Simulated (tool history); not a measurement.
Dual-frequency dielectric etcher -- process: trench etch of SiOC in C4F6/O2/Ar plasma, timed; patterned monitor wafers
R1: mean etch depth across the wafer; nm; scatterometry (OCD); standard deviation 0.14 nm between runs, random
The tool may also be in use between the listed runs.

run 1 hour=0 | source_power_(W)=430 bias_power_(W)=145 etch_time_(s)=25.5 | R1=50.598
run 2 hour=1.3 | source_power_(W)=400 bias_power_(W)=144 etch_time_(s)=25.5 | R1=48.32
run 3 hour=8 | source_power_(W)=460 bias_power_(W)=144 etch_time_(s)=25.5 | R1=52.827
run 4 hour=13.7 | source_power_(W)=460 bias_power_(W)=165 etch_time_(s)=25.5 | R1=55.243
run 5 hour=19.2 | source_power_(W)=430 bias_power_(W)=165 etch_time_(s)=25.5 | R1=53.229
run 6 hour=22.4 | source_power_(W)=370 bias_power_(W)=165 etch_time_(s)=25.5 | R1=48.187

Predict the results of run 7:
run 7 hour=25.8 | source_power_(W)=360 bias_power_(W)=165 etch_time_(s)=25.5 | R1=?

Run 7 produced R1 47.231 nm.
